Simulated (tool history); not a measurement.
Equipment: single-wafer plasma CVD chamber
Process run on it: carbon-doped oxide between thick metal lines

run,hour,heater temperature setpoint (°C),chamber pressure (Pa),RF power (kW),deposition time (s),mean film thickness on the monitor wafer (Å)
1,0,335,920,0.5,85.3,4823.5
2,4.1,335,920,0.445,85.3,4246.9
3,7.1,331,960,0.475,85.3,4570.1
4,8.1,331,960,0.42,85.3,3988.9
5,13.1,331,960,0.42,81.4,3823.1
6,17.7,331,960,0.42,81.4,3823.2
7,18.8,331,960,0.47,81.7,4389.8
8,23.6,330,971,0.495,81.9,4628.9
9,29.4,330,971,0.515,82,4813.1
10,34.8,330,971,0.53,82.1,4975.1

Run 11, settings as shown, results not yet in. Your forecast:
11,41.9,330,971,0.54,82.2,?

{"run 11": {"mean film thickness on the monitor wafer (Å)": 5034.3}}
